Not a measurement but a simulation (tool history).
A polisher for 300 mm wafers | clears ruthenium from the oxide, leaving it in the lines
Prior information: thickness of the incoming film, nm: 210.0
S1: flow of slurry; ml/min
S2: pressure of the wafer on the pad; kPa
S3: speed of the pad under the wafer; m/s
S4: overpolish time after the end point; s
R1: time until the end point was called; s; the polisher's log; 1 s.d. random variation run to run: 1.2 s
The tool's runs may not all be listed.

run,hour,S1,S2,S3,S4,R1
1,0,125,17.2,1.14,5,151
2,8.1,130,19.3,1.14,5,129.63
3,16.7,130,22.1,1.14,5,117.45
4,24.1,140,22.8,1.14,5,109.91
5,30.2,145,22.8,1.14,5,110.4
6,36,145,21.4,1.14,5,115.13
7,43.2,155,21.4,1.14,5,115.94
8,50.1,155,22.1,1.14,5,112.56
9,55.2,155,22.8,1.14,5,108.95

Run 10 is up next; what results do you expect?
10,57.9,155,23.4,1.14,5,?

{"run 10": {"R1": 104.84}}

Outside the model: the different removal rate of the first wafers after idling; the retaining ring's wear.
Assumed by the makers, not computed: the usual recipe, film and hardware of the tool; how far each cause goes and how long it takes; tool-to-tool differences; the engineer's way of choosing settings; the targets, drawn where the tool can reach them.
